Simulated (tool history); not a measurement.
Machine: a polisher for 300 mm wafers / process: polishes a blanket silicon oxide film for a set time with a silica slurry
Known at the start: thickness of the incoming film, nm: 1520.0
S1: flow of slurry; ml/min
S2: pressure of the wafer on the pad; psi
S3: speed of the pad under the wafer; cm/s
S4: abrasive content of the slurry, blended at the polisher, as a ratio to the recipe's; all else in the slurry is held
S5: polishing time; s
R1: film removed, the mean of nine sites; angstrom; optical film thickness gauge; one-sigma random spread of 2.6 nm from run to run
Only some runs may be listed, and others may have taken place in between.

run,hour,S1,S2,S3,S4,S5,R1
1,0,195,4.4,114,1,75,2746.5
2,7.8,230,4.4,114,1,75,2756.3
3,11.2,230,4.4,114,0.85,75,2523.4
4,19.3,230,4.4,134,0.85,75,2850.1
5,21.8,230,4.4,134,0.75,75,2614.3
6,24,230,4.2,134,0.75,75,2437.9
7,25.4,230,4.1,134,0.75,75,2402.1
8,27.5,230,4.1,134,0.75,75,2394.3

Run 9, settings as shown, results not yet in. Your forecast:
9,33.7,230,4,134,0.75,75,?

For run 9 the tool returned R1 2346.3 angstrom.
